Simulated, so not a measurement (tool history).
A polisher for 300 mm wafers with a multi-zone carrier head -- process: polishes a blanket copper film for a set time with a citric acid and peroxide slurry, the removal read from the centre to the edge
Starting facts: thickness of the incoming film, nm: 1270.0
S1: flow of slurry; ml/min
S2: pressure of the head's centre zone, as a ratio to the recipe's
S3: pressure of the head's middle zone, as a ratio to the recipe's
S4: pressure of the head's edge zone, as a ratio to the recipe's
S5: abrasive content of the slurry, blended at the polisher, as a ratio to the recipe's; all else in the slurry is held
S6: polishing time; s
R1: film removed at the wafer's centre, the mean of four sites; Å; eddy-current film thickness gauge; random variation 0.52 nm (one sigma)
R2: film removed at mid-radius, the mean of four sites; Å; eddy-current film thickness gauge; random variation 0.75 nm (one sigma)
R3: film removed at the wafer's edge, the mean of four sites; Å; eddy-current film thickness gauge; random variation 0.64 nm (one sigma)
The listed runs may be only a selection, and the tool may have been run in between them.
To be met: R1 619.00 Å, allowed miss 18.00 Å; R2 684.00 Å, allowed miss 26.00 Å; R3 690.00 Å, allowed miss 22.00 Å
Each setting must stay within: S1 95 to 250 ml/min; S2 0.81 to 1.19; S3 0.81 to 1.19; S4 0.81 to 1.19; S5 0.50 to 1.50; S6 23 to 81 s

run  hour   S1    S2    S3    S4    S5  S6      R1       R2      R3
  1   0.0  160  1.00  1.00  1.00  1.00  52  924.91  1036.10  980.24
  2   1.7  160  1.00  1.00  1.00  1.00  42  761.13   856.85  819.82
  3   6.0  160  1.00  1.00  1.08  1.00  42  747.59   827.01  814.99
  4   7.6  125  1.00  1.00  1.08  1.00  42  695.89   802.18  806.69
  5  13.8  130  1.00  0.99  1.07  0.95  42  698.55   782.85  805.11
  6  18.9  130  1.00  0.99  1.07  0.95  52  871.67   949.37  986.11
  7  23.7  140  0.99  0.99  1.06  0.90  50  832.48   949.60  953.44
  8  29.8  140  0.99  0.98  1.05  0.90  48  808.24   896.26  914.37
  9  31.4  125  0.90  0.92  0.95  0.65  42  583.55   679.31  707.29
 10  39.1  130  0.91  0.92  0.94  0.65  42  593.47   697.10  716.72
     45.3  -- centre zone pressure recalibrated
 11  45.3  130  0.92  0.92  0.93  0.65  42  661.16   698.74  703.23
 12  52.3  125  0.92  0.92  0.93  0.65  42  655.33   691.44  691.47

Pick the move, out of 4, that brings all results within their allowed miss; only one does.
  A  59.3  105  1.02  1.01  1.05  0.55  43   ?   ?   ?
  B  59.3  150  0.94  0.95  0.91  0.65  40   ?   ?   ?
  C  59.3  115  0.98  0.89  0.94  0.50  45   ?   ?   ?
  D  59.3  110  0.90  0.94  0.90  0.60  43   ?   ?   ?

move      R1      R2      R3
   A  681.85  698.56  692.21
   B  669.72  699.06  673.38
   C  695.75  665.59  698.95
   D  620.40  678.20  672.42
A: its largest miss is bigger than the last run's
B: its largest miss is bigger than the last run's
C: its largest miss is bigger than the last run's
D: meets every target
The right move is D.
